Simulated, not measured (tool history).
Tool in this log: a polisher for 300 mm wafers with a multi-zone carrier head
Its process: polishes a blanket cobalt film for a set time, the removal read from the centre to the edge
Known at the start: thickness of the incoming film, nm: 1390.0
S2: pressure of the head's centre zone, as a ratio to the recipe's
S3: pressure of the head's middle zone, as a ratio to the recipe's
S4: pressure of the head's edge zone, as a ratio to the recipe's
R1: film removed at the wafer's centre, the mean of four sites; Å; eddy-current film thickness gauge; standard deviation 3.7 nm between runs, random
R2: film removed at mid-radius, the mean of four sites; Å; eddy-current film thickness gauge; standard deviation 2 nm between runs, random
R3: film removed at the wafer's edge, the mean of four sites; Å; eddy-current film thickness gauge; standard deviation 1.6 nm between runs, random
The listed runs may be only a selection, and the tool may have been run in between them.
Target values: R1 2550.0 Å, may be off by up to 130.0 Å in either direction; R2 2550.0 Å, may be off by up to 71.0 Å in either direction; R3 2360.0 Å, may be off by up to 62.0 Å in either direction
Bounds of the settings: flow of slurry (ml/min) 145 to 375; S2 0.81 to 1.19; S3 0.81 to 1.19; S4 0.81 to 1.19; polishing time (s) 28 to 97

{"run": 1, "hour": 0.0, "flow of slurry (ml/min)": 240, "S2": 1.0, "S3": 1.0, "S4": 1.0, "polishing time (s)": 62, "R1": 1965.0, "R2": 2043.0, "R3": 2116.0}
{"run": 2, "hour": 3.9, "flow of slurry (ml/min)": 260, "S2": 1.05, "S3": 1.05, "S4": 1.02, "polishing time (s)": 63, "R1": 2147.0, "R2": 2202.1, "R3": 2140.7}
{"run": 3, "hour": 11.2, "flow of slurry (ml/min)": 275, "S2": 1.07, "S3": 1.07, "S4": 1.06, "polishing time (s)": 64, "R1": 2165.5, "R2": 2259.0, "R3": 2247.6}
{"run": 4, "hour": 14.5, "flow of slurry (ml/min)": 330, "S2": 1.07, "S3": 1.07, "S4": 1.06, "polishing time (s)": 64, "R1": 2324.4, "R2": 2278.6, "R3": 2254.7}
{"run": 5, "hour": 19.3, "flow of slurry (ml/min)": 335, "S2": 1.09, "S3": 1.1, "S4": 1.07, "polishing time (s)": 65, "R1": 2323.5, "R2": 2400.8, "R3": 2341.0}
{"run": 6, "hour": 21.4, "flow of slurry (ml/min)": 285, "S2": 1.09, "S3": 1.1, "S4": 1.07, "polishing time (s)": 65, "R1": 2325.4, "R2": 2334.9, "R3": 2293.6}
{"run": 7, "hour": 28.1, "flow of slurry (ml/min)": 290, "S2": 1.11, "S3": 1.13, "S4": 1.07, "polishing time (s)": 66, "R1": 2401.5, "R2": 2458.6, "R3": 2323.3}
{"run": 8, "hour": 36.4, "flow of slurry (ml/min)": 295, "S2": 1.12, "S3": 1.14, "S4": 1.07, "polishing time (s)": 66, "R1": 2421.7, "R2": 2488.8, "R3": 2322.5}
{"run": 9, "hour": 44.9, "flow of slurry (ml/min)": 300, "S2": 1.13, "S3": 1.14, "S4": 1.07, "polishing time (s)": 66, "R1": 2441.4, "R2": 2501.9, "R3": 2324.3}
{"run": 10, "hour": 45.5, "flow of slurry (ml/min)": 305, "S2": 1.14, "S3": 1.14, "S4": 1.07, "polishing time (s)": 66, "R1": 2518.6, "R2": 2480.1, "R3": 2308.0}

Which one of the following 5 next-run settings gets every result inside its allowed miss? There is exactly one.
{"run": "A", "hour": 46.1, "flow of slurry (ml/min)": 250, "S2": 1.12, "S3": 1.05, "S4": 0.98, "polishing time (s)": 70, "R1": "?", "R2": "?", "R3": "?"}
{"run": "B", "hour": 46.1, "flow of slurry (ml/min)": 320, "S2": 1.17, "S3": 1.18, "S4": 1.09, "polishing time (s)": 66, "R1": "?", "R2": "?", "R3": "?"}
{"run": "C", "hour": 46.1, "flow of slurry (ml/min)": 285, "S2": 1.19, "S3": 1.19, "S4": 1.03, "polishing time (s)": 65, "R1": "?", "R2": "?", "R3": "?"}
{"run": "D", "hour": 46.1, "flow of slurry (ml/min)": 270, "S2": 1.14, "S3": 1.08, "S4": 1.1, "polishing time (s)": 67, "R1": "?", "R2": "?", "R3": "?"}
{"run": "E", "hour": 46.1, "flow of slurry (ml/min)": 335, "S2": 1.19, "S3": 1.06, "S4": 1.08, "polishing time (s)": 65, "R1": "?", "R2": "?", "R3": "?"}

move=A R1=2504.2 R2=2373.4 R3=2348.9
move=B R1=2544.3 R2=2540.1 R3=2358.6
move=C R1=2516.3 R2=2490.5 R3=2247.6
move=D R1=2465.6 R2=2347.9 R3=2374.7
move=E R1=2558.7 R2=2291.1 R3=2325.0
A: misses by more than the last run did
B: all results land within tolerance of their targets
C: the furthest-off result lands on target, but another misses its tolerance
D: misses by more than the last run did
E: misses by more than the last run did
Go with B: it meets all targets.
